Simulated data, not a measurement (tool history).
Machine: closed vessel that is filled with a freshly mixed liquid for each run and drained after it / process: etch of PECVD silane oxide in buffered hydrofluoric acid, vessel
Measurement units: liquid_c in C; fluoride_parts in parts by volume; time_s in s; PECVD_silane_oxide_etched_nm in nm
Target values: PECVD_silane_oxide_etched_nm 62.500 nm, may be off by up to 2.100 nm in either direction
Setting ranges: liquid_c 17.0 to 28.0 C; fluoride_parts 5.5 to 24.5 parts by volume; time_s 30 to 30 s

run 1 hour=0.0 | liquid_c=20.0 fluoride_parts=15.0 time_s=30 | PECVD_silane_oxide_etched_nm=44.303
run 2 hour=5.7 | liquid_c=20.0 fluoride_parts=12.0 time_s=30 | PECVD_silane_oxide_etched_nm=54.788
run 3 hour=11.3 | liquid_c=20.0 fluoride_parts=14.0 time_s=30 | PECVD_silane_oxide_etched_nm=47.416
run 4 hour=18.4 | liquid_c=20.5 fluoride_parts=14.0 time_s=30 | PECVD_silane_oxide_etched_nm=48.651
run 5 hour=22.8 | liquid_c=21.0 fluoride_parts=14.0 time_s=30 | PECVD_silane_oxide_etched_nm=50.897
run 6 hour=26.5 | liquid_c=21.0 fluoride_parts=14.0 time_s=30 | PECVD_silane_oxide_etched_nm=49.620
run 7 hour=31.1 | liquid_c=21.5 fluoride_parts=14.0 time_s=30 | PECVD_silane_oxide_etched_nm=51.700
run 8 hour=35.5 | liquid_c=22.0 fluoride_parts=14.0 time_s=30 | PECVD_silane_oxide_etched_nm=52.670
run 9 hour=41.5 | liquid_c=22.5 fluoride_parts=14.0 time_s=30 | PECVD_silane_oxide_etched_nm=54.240
run 10 hour=48.9 | liquid_c=23.0 fluoride_parts=14.0 time_s=30 | PECVD_silane_oxide_etched_nm=56.064
run 11 hour=51.8 | liquid_c=23.5 fluoride_parts=14.0 time_s=30 | PECVD_silane_oxide_etched_nm=57.307

Next run, 5 choices. One meets every target within its allowed miss, the rest don't. Which?
run A hour=54.7 | liquid_c=23.0 fluoride_parts=14.0 time_s=30 | PECVD_silane_oxide_etched_nm=?
run B hour=54.7 | liquid_c=23.5 fluoride_parts=14.5 time_s=30 | PECVD_silane_oxide_etched_nm=?
run C hour=54.7 | liquid_c=22.5 fluoride_parts=13.5 time_s=30 | PECVD_silane_oxide_etched_nm=?
run D hour=54.7 | liquid_c=24.0 fluoride_parts=15.5 time_s=30 | PECVD_silane_oxide_etched_nm=?
run E hour=54.7 | liquid_c=25.0 fluoride_parts=14.0 time_s=30 | PECVD_silane_oxide_etched_nm=?

move=A PECVD_silane_oxide_etched_nm=56.268
move=B PECVD_silane_oxide_etched_nm=55.897
move=C PECVD_silane_oxide_etched_nm=56.705
move=D PECVD_silane_oxide_etched_nm=53.824
move=E PECVD_silane_oxide_etched_nm=62.868
A: further off than the last run
B: further off than the last run
C: further off than the last run
D: further off than the last run
E: hits every target within its allowed miss
Go with E: it meets all targets.

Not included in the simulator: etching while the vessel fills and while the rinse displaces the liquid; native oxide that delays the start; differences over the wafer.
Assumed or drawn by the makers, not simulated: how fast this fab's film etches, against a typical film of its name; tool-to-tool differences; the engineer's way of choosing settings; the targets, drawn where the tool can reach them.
